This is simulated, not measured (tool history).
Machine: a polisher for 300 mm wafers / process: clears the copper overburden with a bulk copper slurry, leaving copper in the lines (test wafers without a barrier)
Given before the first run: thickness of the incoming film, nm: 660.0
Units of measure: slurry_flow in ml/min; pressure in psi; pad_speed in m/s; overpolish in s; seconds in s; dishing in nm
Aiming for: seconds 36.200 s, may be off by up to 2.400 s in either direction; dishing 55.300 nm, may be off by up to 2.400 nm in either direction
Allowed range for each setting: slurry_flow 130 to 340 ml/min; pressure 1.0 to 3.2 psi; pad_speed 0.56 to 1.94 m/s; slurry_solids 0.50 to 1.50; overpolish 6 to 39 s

run  hour  slurry_flow  pressure  pad_speed  slurry_solids  overpolish  seconds  dishing
  1   0.0          220       2.1       1.24           1.00          20   59.361   53.403
  2   1.3          220       2.2       1.26           1.00          18   58.507   52.557
  3   4.2          220       2.3       1.30           1.00          17   53.509   51.633
  4   6.0          220       2.3       1.00           1.00          17   64.094   50.169
  5  14.4          220       2.3       1.00           1.00          24   64.285   54.327
  6  19.0          220       2.4       1.04           1.00          23   60.140   56.146
  7  23.5          220       2.5       1.08           1.00          21   56.558   54.364
  8  30.5          220       2.6       1.12           1.00          20   52.732   54.521

Consider the 4 candidate settings below. Which is the only one whose results all fall within their allowed miss of target?
  A  37.5          205       2.7       1.28           1.00          18        ?        ?
  B  37.5          285       3.0       1.24           1.10           9        ?        ?
  C  37.5          240       3.2       1.46           0.85           9        ?        ?
  D  37.5          250       2.9       1.54           1.05          13        ?        ?

move  seconds  dishing
   A   47.260   54.097
   B   41.600   48.209
   C   36.906   50.220
   D   37.194   53.821
A: nearer than the last run, and not there yet
B: nearer than the last run, and not there yet
C: corrects the largest miss of the last run, while another result sits out of spec
D: every result within its allowed miss
So the answer is move D, the one that meets all the targets.
